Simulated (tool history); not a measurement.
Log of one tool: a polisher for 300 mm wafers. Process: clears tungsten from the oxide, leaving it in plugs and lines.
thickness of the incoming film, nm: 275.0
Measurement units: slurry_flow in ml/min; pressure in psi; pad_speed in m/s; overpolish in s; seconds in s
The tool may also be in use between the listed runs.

run	hour	slurry_flow	pressure	pad_speed	slurry_solids	overpolish	seconds
1	0.0	210	2.3	1.34	1.0	7	72.501
2	8.0	210	2.3	1.16	1.0	7	83.737
3	16.3	230	2.3	1.16	1.0	7	82.834
4	22.6	280	2.3	1.16	1.0	7	80.112
5	28.8	280	2.6	1.16	1.0	7	71.954
6	35.2	280	2.7	1.18	1.0	7	67.055
7	40.9	280	2.8	1.18	1.0	7	65.370

Run 8 comes next. What will it give?
8	43.9	280	2.9	1.18	1.0	7	?

{"run 8": {"seconds": 62.709}}
